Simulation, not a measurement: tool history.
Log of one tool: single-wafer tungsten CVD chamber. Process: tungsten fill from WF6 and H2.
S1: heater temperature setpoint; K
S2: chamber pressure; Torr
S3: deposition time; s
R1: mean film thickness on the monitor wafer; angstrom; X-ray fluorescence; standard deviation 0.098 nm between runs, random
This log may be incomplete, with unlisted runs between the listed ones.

| run | hour | S1 | S2 | S3 | R1 |
|---|---|---|---|---|---|
| 1 | 0 | 643.15 | 39.9 | 20.1 | 374.4 |
| 2 | 3.4 | 643.15 | 42.9 | 20.1 | 389.22 |
| 3 | 6.7 | 641.15 | 42.9 | 20.1 | 376.05 |
| 4 | 11.4 | 641.15 | 42.9 | 20.7 | 384.23 |
| 5 | 19.5 | 632.15 | 42.9 | 20.7 | 326.03 |
| 6 | 26.7 | 642.15 | 42.9 | 20.7 | 390.98 |
| 7 | 35 | 640.15 | 42.9 | 20.7 | 377.75 |
| 8 | 41.7 | 639.15 | 42.9 | 20.7 | 372 |

What will run 9 give?
| 9 | 48.9 | 638.15 | 42.9 | 20.7 | ? |

R1: 364.61 angstrom
